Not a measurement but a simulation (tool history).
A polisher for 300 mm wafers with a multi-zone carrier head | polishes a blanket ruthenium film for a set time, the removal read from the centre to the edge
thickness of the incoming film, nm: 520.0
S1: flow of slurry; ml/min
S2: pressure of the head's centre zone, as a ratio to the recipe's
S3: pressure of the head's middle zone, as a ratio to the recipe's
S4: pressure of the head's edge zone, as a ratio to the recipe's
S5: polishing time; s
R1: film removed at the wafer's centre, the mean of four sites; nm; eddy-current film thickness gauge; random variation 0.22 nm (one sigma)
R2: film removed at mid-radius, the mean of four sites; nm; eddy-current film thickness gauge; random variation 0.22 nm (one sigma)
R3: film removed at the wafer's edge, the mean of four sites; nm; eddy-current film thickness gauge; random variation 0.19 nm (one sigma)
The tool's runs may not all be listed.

Run 1, day 0: S1 160 ml/min, S2 1, S3 1, S4 1, S5 38 s. Result: R1 24.476 nm, R2 24.589 nm, R3 24.581 nm.
Run 2, day 0.292: S1 160 ml/min, S2 1, S3 1, S4 1.08, S5 38 s. Result: R1 24.125 nm, R2 25.021 nm, R3 25.353 nm.
Run 3, day 0.388: S1 155 ml/min, S2 0.99, S3 0.99, S4 1.07, S5 38 s. Result: R1 23.484 nm, R2 24.13 nm, R3 25.201 nm.
Run 4, day 0.758: S1 155 ml/min, S2 0.99, S3 1.05, S4 1.07, S5 38 s. Result: R1 23.762 nm, R2 25.771 nm, R3 25.347 nm.
Run 5, day 1.017: S1 150 ml/min, S2 0.99, S3 1.03, S4 1.06, S5 38 s. Result: R1 23.543 nm, R2 25.27 nm, R3 24.826 nm.
Run 6, day 1.158: S1 150 ml/min, S2 0.99, S3 1.06, S4 1.06, S5 38 s. Result: R1 23.421 nm, R2 25.744 nm, R3 24.425 nm.
Run 7, day 1.204: S1 145 ml/min, S2 0.99, S3 1.04, S4 1.06, S5 38 s. Result: R1 23.99 nm, R2 25.356 nm, R3 24.631 nm.

Forecast run 8:
Run 8, day 1.25: S1 140 ml/min, S2 0.98, S3 1.02, S4 1.06, S5 38 s. Result: R1 ?, R2 ?, R3 ?.

{"run 8": {"R1": 23.219, "R2": 24.458, "R3": 24.861}}
